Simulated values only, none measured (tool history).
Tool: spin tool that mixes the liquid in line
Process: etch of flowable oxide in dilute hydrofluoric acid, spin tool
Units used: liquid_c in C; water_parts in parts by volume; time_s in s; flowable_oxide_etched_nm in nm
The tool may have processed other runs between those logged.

run,day,liquid_c,water_parts,time_s,flowable_oxide_etched_nm
1,0.000,25.0,240,205,19.147
2,0.133,25.0,240,220,20.278
3,0.254,25.0,280,220,16.783
4,0.308,25.0,280,205,15.449
5,0.571,26.5,230,205,20.970
6,0.729,23.0,230,205,18.368
7,0.867,25.0,195,205,24.745
8,1.017,26.5,170,205,30.735

What does the tool deliver on the next run?
9,1.125,28.0,155,205,?

Run 9 measured flowable_oxide_etched_nm 36.042 nm.
